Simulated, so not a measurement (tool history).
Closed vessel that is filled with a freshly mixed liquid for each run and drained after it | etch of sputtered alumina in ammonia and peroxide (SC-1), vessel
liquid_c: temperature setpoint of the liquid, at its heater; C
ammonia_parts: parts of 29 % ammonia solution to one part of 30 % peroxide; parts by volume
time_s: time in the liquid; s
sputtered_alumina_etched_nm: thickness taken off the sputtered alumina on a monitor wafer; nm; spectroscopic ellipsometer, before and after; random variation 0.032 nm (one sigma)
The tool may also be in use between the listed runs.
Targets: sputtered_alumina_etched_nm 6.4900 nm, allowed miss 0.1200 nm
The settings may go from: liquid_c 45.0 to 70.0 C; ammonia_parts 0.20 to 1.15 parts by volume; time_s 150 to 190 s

run,hour,liquid_c,ammonia_parts,time_s,sputtered_alumina_etched_nm
1,0.0,61.0,0.65,190,12.3440
2,1.1,65.0,0.65,190,15.0670
3,4.8,70.0,0.65,190,19.1630
4,9.2,65.5,0.65,190,15.5080
5,11.4,65.5,0.65,150,12.1640
6,12.1,64.0,0.65,150,11.3830
7,19.9,64.0,0.65,150,11.3560
8,27.4,56.0,0.65,150,7.5032
9,32.0,55.5,0.65,150,7.2558

Which of these 4 next moves meets every target?
A,36.6,55.0,0.85,165,?
B,36.6,56.0,0.60,160,?
C,36.6,55.5,0.65,160,?
D,36.6,52.5,0.65,155,?

move,sputtered_alumina_etched_nm
A,8.0555
B,7.9690
C,7.8202
D,6.4532
A: further off than the last run
B: further off than the last run
C: further off than the last run
D: meets every target
The right move is D.

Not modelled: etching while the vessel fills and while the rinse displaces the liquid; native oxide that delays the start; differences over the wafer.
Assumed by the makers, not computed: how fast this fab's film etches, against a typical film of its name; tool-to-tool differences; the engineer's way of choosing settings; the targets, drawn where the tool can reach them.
